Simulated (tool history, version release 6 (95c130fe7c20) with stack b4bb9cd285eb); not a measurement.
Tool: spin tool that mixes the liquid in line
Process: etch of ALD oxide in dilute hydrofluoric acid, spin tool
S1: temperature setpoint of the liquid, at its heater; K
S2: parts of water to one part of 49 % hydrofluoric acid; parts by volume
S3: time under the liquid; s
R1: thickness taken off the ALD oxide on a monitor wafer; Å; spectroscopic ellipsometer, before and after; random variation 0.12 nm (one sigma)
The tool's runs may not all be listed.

Run 1, hour 0: S1 294.15 K, S2 65 parts by volume, S3 70 s. Result: R1 100.63 Å.
Run 2, hour 2.1: S1 294.15 K, S2 65 parts by volume, S3 50 s. Result: R1 72.26 Å.
Run 3, hour 10.3: S1 295.15 K, S2 60 parts by volume, S3 50 s. Result: R1 83.062 Å.
Run 4, hour 18.3: S1 295.65 K, S2 55 parts by volume, S3 50 s. Result: R1 91.345 Å.
Run 5, hour 19.5: S1 293.15 K, S2 55 parts by volume, S3 50 s. Result: R1 82.781 Å.
Run 6, hour 27.9: S1 294.15 K, S2 50 parts by volume, S3 50 s. Result: R1 95.697 Å.
Run 7, hour 35.5: S1 295.15 K, S2 50 parts by volume, S3 50 s. Result: R1 100.22 Å.
Run 8, hour 42.6: S1 296.15 K, S2 50 parts by volume, S3 50 s. Result: R1 104.37 Å.
Run 9, hour 50.6: S1 296.65 K, S2 50 parts by volume, S3 50 s. Result: R1 106.08 Å.
Run 10, hour 56.3: S1 297.15 K, S2 50 parts by volume, S3 50 s. Result: R1 107.93 Å.
Run 11, hour 58.4: S1 297.65 K, S2 50 parts by volume, S3 50 s. Result: R1 111.06 Å.
Run 12, hour 61.4: S1 298.15 K, S2 50 parts by volume, S3 50 s. Result: R1 113.98 Å.
Run 13, hour 70.3: S1 298.65 K, S2 50 parts by volume, S3 50 s. Result: R1 116.46 Å.
Run 14, hour 76.4: S1 299.15 K, S2 50 parts by volume, S3 50 s. Result: R1 117.98 Å.
Run 15, hour 81.6: S1 302.15 K, S2 40 parts by volume, S3 50 s. Result: R1 166.23 Å.

Forecast run 16:
Run 16, hour 88.9: S1 301.65 K, S2 40 parts by volume, S3 50 s. Result: R1 ?.

Run 16 gave R1 168.85 Å.
